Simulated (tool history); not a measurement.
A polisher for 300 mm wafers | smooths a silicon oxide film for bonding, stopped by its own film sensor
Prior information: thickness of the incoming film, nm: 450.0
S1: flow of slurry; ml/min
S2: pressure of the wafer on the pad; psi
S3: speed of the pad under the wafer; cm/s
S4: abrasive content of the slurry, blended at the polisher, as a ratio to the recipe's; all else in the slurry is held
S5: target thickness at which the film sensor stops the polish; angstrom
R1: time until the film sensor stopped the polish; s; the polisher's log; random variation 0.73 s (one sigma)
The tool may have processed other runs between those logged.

| run | hour | S1 | S2 | S3 | S4 | S5 | R1 |
|---|---|---|---|---|---|---|---|
| 1 | 0.0 | 130 | 1.9 | 80 | 1.00 | 3990 | 89.578 |
| 2 | 0.8 | 130 | 2.2 | 82 | 1.00 | 3990 | 75.441 |
| 3 | 5.6 | 130 | 2.4 | 84 | 1.00 | 3990 | 69.245 |
| 4 | 10.3 | 130 | 2.4 | 84 | 0.90 | 3990 | 70.280 |
| 5 | 12.4 | 130 | 2.4 | 72 | 0.90 | 3990 | 77.724 |
| 6 | 19.1 | 130 | 2.4 | 84 | 0.90 | 3990 | 70.085 |
| 7 | 20.2 | 130 | 2.5 | 88 | 0.90 | 3990 | 67.805 |
| 8 | 28.6 | 130 | 2.6 | 92 | 0.90 | 3990 | 62.055 |
| 9 | 34.4 | 130 | 2.7 | 96 | 0.90 | 3990 | 61.606 |

Expected results for the next run?
| 10 | 40.8 | 130 | 2.8 | 100 | 0.95 | 4000 | ? |

Run 10 yielded R1 54.365 s.
